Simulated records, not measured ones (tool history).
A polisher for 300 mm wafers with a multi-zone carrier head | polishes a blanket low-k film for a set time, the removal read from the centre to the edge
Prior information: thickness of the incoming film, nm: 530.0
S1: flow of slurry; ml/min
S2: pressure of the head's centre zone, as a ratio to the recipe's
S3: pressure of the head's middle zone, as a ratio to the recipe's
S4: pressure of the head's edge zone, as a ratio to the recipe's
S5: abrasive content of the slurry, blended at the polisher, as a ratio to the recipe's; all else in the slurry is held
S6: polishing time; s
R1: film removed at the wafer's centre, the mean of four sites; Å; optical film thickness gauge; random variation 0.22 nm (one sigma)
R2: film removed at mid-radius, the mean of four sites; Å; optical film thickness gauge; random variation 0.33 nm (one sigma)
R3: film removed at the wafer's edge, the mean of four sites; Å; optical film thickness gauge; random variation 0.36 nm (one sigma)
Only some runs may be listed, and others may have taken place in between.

{"run": 1, "hour": 0.0, "S1": 255, "S2": 1, "S3": 1, "S4": 1, "S5": 1, "S6": 66, "R1": 241.48, "R2": 245.11, "R3": 248.89}
{"run": 2, "hour": 1.8, "S1": 285, "S2": 1, "S3": 1, "S4": 1, "S5": 1, "S6": 66, "R1": 247.46, "R2": 250.94, "R3": 244.96}
{"run": 3, "hour": 5.8, "S1": 285, "S2": 1, "S3": 1, "S4": 1, "S5": 1, "S6": 55, "R1": 206.03, "R2": 214.04, "R3": 208.39}
{"run": 4, "hour": 9.8, "S1": 285, "S2": 0.97, "S3": 1, "S4": 1, "S5": 1, "S6": 55, "R1": 198.6, "R2": 210.02, "R3": 209.67}
{"run": 5, "hour": 14.7, "S1": 325, "S2": 0.97, "S3": 1, "S4": 1, "S5": 1, "S6": 55, "R1": 201.65, "R2": 216.17, "R3": 206.02}
{"run": 6, "hour": 16.1, "S1": 325, "S2": 0.93, "S3": 1, "S4": 1, "S5": 1, "S6": 55, "R1": 192.11, "R2": 214.87, "R3": 208.87}
{"run": 7, "hour": 22.6, "S1": 310, "S2": 0.94, "S3": 1.01, "S4": 1.01, "S5": 1.05, "S6": 57, "R1": 207.77, "R2": 229.01, "R3": 224.11}
{"run": 8, "hour": 26.6, "S1": 300, "S2": 0.95, "S3": 1.02, "S4": 1.03, "S5": 1.1, "S6": 58, "R1": 217.51, "R2": 243.24, "R3": 236.22}
{"run": 9, "hour": 33.7, "S1": 290, "S2": 0.97, "S3": 1.02, "S4": 1.04, "S5": 1.15, "S6": 59, "R1": 231.63, "R2": 249.8, "R3": 245.8}
{"run": 10, "hour": 38.9, "S1": 280, "S2": 0.98, "S3": 1.03, "S4": 1.05, "S5": 1.2, "S6": 60, "R1": 245.62, "R2": 265.45, "R3": 261.23}
{"run": 11, "hour": 40.9, "S1": 280, "S2": 0.98, "S3": 1.03, "S4": 1.05, "S5": 1.2, "S6": 60, "R1": 245.3, "R2": 261.7, "R3": 256.83}
{"run": 12, "hour": 47.4, "S1": 270, "S2": 0.99, "S3": 1.04, "S4": 1.06, "S5": 1.25, "S6": 61, "R1": 254.2, "R2": 271.08, "R3": 265.07}
{"run": 13, "hour": 55.7, "S1": 260, "S2": 1, "S3": 1.04, "S4": 1.07, "S5": 1.3, "S6": 62, "R1": 262.54, "R2": 284.75, "R3": 279.74}
{"run": 14, "hour": 57.0, "S1": 250, "S2": 1.01, "S3": 1.04, "S4": 1.08, "S5": 1.3, "S6": 63, "R1": 265.46, "R2": 282.31, "R3": 282.23}
{"run": 15, "hour": 65.4, "S1": 245, "S2": 1.02, "S3": 1.04, "S4": 1.09, "S5": 1.3, "S6": 64, "R1": 275.45, "R2": 291.54, "R3": 288.66}
{"run": 16, "hour": 66.7, "S1": 240, "S2": 1.03, "S3": 1.04, "S4": 1.1, "S5": 1.3, "S6": 65, "R1": 284.57, "R2": 291.44, "R3": 294.4}
{"run": 17, "hour": 70.2, "S1": 235, "S2": 1.03, "S3": 1.04, "S4": 1.11, "S5": 1.3, "S6": 66, "R1": 283.48, "R2": 296.97, "R3": 295.03}
{"run": 18, "hour": 71.1, "S1": 305, "S2": 1.08, "S3": 1.05, "S4": 1.19, "S5": 1.5, "S6": 72, "R1": 354.66, "R2": 357.94, "R3": 367.29}

Run 19 has not been measured yet. What should we expect?
{"hour": 73.0, "done": "worn pad replaced by a new one"}
{"run": 19, "hour": 73.0, "S1": 320, "S2": 1.09, "S3": 1.07, "S4": 1.19, "S5": 1.5, "S6": 74, "R1": "?", "R2": "?", "R3": "?"}

R1: 406.54 Å
R2: 408.16 Å
R3: 407.13 Å
